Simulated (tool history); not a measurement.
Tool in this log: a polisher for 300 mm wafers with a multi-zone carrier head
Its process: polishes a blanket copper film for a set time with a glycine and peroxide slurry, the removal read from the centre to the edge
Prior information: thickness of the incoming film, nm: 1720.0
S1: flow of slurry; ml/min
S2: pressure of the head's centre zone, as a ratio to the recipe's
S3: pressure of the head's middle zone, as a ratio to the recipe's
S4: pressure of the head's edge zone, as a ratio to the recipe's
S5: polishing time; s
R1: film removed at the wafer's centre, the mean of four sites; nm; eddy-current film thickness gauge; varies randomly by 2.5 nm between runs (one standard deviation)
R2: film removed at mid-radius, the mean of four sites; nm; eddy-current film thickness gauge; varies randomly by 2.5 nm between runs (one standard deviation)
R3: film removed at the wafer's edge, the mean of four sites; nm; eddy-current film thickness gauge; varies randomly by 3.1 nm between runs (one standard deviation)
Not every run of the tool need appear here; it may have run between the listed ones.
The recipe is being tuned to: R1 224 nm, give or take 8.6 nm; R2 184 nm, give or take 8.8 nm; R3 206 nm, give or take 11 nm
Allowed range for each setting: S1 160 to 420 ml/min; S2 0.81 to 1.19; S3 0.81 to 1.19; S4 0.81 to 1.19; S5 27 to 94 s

| run | day | S1 | S2 | S3 | S4 | S5 | R1 | R2 | R3 |
|---|---|---|---|---|---|---|---|---|---|
| 1 | 0 | 270 | 1 | 1 | 1 | 60 | 255.88 | 258.27 | 268.41 |
| 2 | 0.358 | 270 | 1 | 1 | 1.05 | 60 | 253.43 | 256.64 | 263.89 |
| 3 | 0.471 | 270 | 1 | 1 | 1.05 | 66 | 275.5 | 273.35 | 294.8 |
| 4 | 0.571 | 270 | 1.05 | 1 | 1.05 | 66 | 292.98 | 282.15 | 290.77 |
| 5 | 0.771 | 270 | 1.06 | 0.98 | 1.05 | 63 | 275.43 | 260.49 | 285.36 |
| 6 | 0.858 | 270 | 1.06 | 0.92 | 1.05 | 63 | 283.84 | 255.69 | 277.86 |
| 7 | 1.108 | 270 | 1.07 | 0.91 | 1.05 | 60 | 267.17 | 230.88 | 262.67 |
| 8 | 1.221 | 270 | 1.08 | 0.91 | 1.04 | 58 | 257.08 | 225.91 | 256.07 |
| 9 | 1.417 | 270 | 1.17 | 0.85 | 0.94 | 45 | 216.18 | 161.03 | 191.68 |
| 10 | 1.788 | 270 | 1.17 | 0.86 | 0.95 | 45 | 217.79 | 169.16 | 195.32 |
| 11 | 2.067 | 270 | 1.17 | 0.87 | 0.96 | 45 | 217.43 | 169.77 | 196.8 |
| 12 | 2.233 | 270 | 1.17 | 0.88 | 0.97 | 45 | 214.17 | 172.86 | 195.24 |

5 next moves are on the table. One of them brings every result within its allowed miss. Which?
| A | 2.4 | 215 | 1.19 | 0.94 | 1.04 | 47 | ? | ? | ? |
| B | 2.4 | 285 | 1.08 | 1.01 | 1.02 | 43 | ? | ? | ? |
| C | 2.4 | 225 | 1.17 | 0.82 | 0.82 | 47 | ? | ? | ? |
| D | 2.4 | 315 | 1.19 | 0.97 | 0.87 | 44 | ? | ? | ? |
| E | 2.4 | 265 | 1.19 | 1 | 0.82 | 47 | ? | ? | ? |

| move | R1 | R2 | R3 |
|---|---|---|---|
| A | 223.04 | 186.04 | 206.45 |
| B | 196.14 | 187.72 | 192.19 |
| C | 221.38 | 167.4 | 186.1 |
| D | 220.15 | 187.56 | 184.07 |
| E | 230.35 | 201.72 | 188.71 |
A: in spec on every target
B: brings the last run's worst result on target, with another outside its allowed miss
C: further off than the last run
D: brings the last run's worst result on target, with another outside its allowed miss
E: the result that was furthest off in the last run now lies on the other side of its target
The right move is A.
